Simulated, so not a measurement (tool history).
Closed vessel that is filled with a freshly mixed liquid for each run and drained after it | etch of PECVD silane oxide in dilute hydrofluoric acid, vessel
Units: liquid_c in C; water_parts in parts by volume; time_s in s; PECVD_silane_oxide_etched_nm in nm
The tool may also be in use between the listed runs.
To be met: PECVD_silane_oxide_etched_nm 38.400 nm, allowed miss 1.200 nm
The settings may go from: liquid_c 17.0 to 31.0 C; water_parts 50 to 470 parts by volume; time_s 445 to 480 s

run 1 hour=0.0 | liquid_c=23.0 water_parts=260 time_s=445 | PECVD_silane_oxide_etched_nm=73.183
run 2 hour=0.9 | liquid_c=23.0 water_parts=185 time_s=445 | PECVD_silane_oxide_etched_nm=110.760
run 3 hour=8.0 | liquid_c=20.0 water_parts=185 time_s=445 | PECVD_silane_oxide_etched_nm=99.780
run 4 hour=11.4 | liquid_c=18.0 water_parts=185 time_s=445 | PECVD_silane_oxide_etched_nm=90.836
run 5 hour=15.2 | liquid_c=18.0 water_parts=185 time_s=445 | PECVD_silane_oxide_etched_nm=91.418
run 6 hour=20.5 | liquid_c=17.0 water_parts=185 time_s=445 | PECVD_silane_oxide_etched_nm=87.438
run 7 hour=25.0 | liquid_c=17.0 water_parts=185 time_s=445 | PECVD_silane_oxide_etched_nm=88.237
run 8 hour=26.4 | liquid_c=17.0 water_parts=225 time_s=445 | PECVD_silane_oxide_etched_nm=68.490
run 9 hour=31.9 | liquid_c=17.0 water_parts=250 time_s=445 | PECVD_silane_oxide_etched_nm=61.818
run 10 hour=35.4 | liquid_c=17.0 water_parts=275 time_s=445 | PECVD_silane_oxide_etched_nm=54.093

Which of these 4 next moves meets every target?
run A hour=38.9 | liquid_c=17.0 water_parts=360 time_s=445 | PECVD_silane_oxide_etched_nm=?
run B hour=38.9 | liquid_c=18.5 water_parts=375 time_s=475 | PECVD_silane_oxide_etched_nm=?
run C hour=38.9 | liquid_c=17.0 water_parts=335 time_s=445 | PECVD_silane_oxide_etched_nm=?
run D hour=38.9 | liquid_c=18.0 water_parts=355 time_s=445 | PECVD_silane_oxide_etched_nm=?

move=A PECVD_silane_oxide_etched_nm=38.879
move=B PECVD_silane_oxide_etched_nm=41.564
move=C PECVD_silane_oxide_etched_nm=42.630
move=D PECVD_silane_oxide_etched_nm=41.062
A: meets every target
B: nearer than the last run, and not there yet
C: nearer than the last run, and not there yet
D: nearer than the last run, and not there yet
The right move is A.
